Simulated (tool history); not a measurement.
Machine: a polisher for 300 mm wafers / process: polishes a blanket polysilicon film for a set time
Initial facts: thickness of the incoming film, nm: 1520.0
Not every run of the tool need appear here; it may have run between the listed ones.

run,hour,flow of slurry (ml/min),pressure of the wafer on the pad (kPa),speed of the pad under the wafer (m/s),polishing time (s),film removed (angstrom)
1,0.0,175,14.5,1.02,54,3936.4
2,7.1,175,12.4,1.02,54,3422.2
3,9.9,175,12.4,1.02,57,3589.9
4,15.1,175,13.8,1.02,57,4025.5
5,21.7,175,10.3,1.02,57,2957.6
6,27.0,175,7.6,1.02,57,2228.2
7,31.7,175,9.7,1.04,57,2840.4
8,35.5,180,13.8,1.08,57,4323.1
9,36.4,180,14.5,1.08,57,4477.7
10,41.9,180,14.5,1.08,57,4414.1
11,44.8,180,15.2,1.08,57,4619.7

What will run 12 give?
12,53.8,180,15.9,1.08,57,?

film removed (angstrom): 4786.8

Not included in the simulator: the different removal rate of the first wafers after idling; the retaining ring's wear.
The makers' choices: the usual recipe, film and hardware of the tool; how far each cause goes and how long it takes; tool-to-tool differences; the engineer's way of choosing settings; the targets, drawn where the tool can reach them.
